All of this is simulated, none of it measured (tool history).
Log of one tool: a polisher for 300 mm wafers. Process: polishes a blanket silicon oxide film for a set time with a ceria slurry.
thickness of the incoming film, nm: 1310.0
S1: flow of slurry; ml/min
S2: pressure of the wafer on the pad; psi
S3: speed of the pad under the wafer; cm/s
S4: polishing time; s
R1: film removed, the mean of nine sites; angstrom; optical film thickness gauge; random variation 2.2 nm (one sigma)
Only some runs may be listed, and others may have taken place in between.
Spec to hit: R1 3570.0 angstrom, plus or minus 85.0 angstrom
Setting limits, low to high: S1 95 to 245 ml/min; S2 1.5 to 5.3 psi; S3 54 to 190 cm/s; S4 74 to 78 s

run,hour,S1,S2,S3,S4,R1
1,0.0,155,3.4,122,74,4843.6
2,6.0,155,3.4,110,74,4394.9
3,11.0,150,3.3,110,74,4250.8
4,18.5,150,3.3,110,74,4232.4
5,20.1,145,3.2,110,74,4130.3
6,21.1,145,3.2,110,78,4331.3
7,28.4,140,3.1,110,78,4180.2
8,37.0,135,3.0,110,78,4028.3
9,44.5,130,3.0,110,78,3976.8
10,51.9,125,3.0,110,78,4034.3

Below are 4 possible settings for the next run. Only one of them brings all results inside the allowed miss of their targets. Which is it?
A,59.3,135,3.0,128,78,?
B,59.3,125,3.0,110,74,?
C,59.3,155,3.7,78,76,?
D,59.3,130,3.6,84,78,?

move,R1
A,4661.1
B,3803.1
C,3555.2
D,3736.3
A: misses by more than the last run did
B: nearer the targets than the last run, but a result is still out of spec
C: meets every target
D: nearer the targets than the last run, but a result is still out of spec
Move C is the one to make.
